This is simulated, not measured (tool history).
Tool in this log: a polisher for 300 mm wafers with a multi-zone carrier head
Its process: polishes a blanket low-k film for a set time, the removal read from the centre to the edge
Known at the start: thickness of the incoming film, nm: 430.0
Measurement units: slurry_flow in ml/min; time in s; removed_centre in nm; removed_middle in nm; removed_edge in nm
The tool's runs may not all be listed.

| run | hour | slurry_flow | centre_zone | middle_zone | edge_zone | slurry_solids | time | removed_centre | removed_middle | removed_edge |
|---|---|---|---|---|---|---|---|---|---|---|
| 1 | 0.0 | 275 | 1.00 | 1.00 | 1.00 | 1.00 | 46 | 19.555 | 19.543 | 19.808 |
| 2 | 4.6 | 205 | 1.00 | 1.00 | 1.00 | 1.00 | 46 | 18.663 | 19.306 | 19.668 |
| 3 | 6.9 | 210 | 0.99 | 1.04 | 1.03 | 1.00 | 46 | 19.073 | 20.360 | 19.869 |
| 4 | 8.5 | 210 | 0.99 | 0.98 | 1.03 | 1.00 | 46 | 18.862 | 18.982 | 19.754 |
| 5 | 11.8 | 210 | 0.99 | 0.98 | 1.07 | 1.00 | 46 | 18.939 | 19.206 | 20.177 |
| 6 | 14.5 | 210 | 0.96 | 1.02 | 1.10 | 1.00 | 46 | 17.844 | 19.651 | 20.476 |
| 7 | 21.7 | 210 | 0.96 | 1.06 | 1.11 | 1.00 | 46 | 17.928 | 20.302 | 20.256 |
| 8 | 30.4 | 285 | 0.90 | 1.16 | 1.19 | 1.10 | 46 | 18.129 | 23.509 | 22.737 |
|  | 33.7 | worn pad replaced by a new one |
| 9 | 33.7 | 285 | 0.91 | 1.17 | 1.18 | 1.10 | 46 | 21.675 | 27.376 | 26.134 |

Forecast run 10:
| 10 | 37.5 | 265 | 0.91 | 1.16 | 1.16 | 1.05 | 46 | ? | ? | ? |

removed_centre: 20.850 nm
removed_middle: 26.852 nm
removed_edge: 25.105 nm
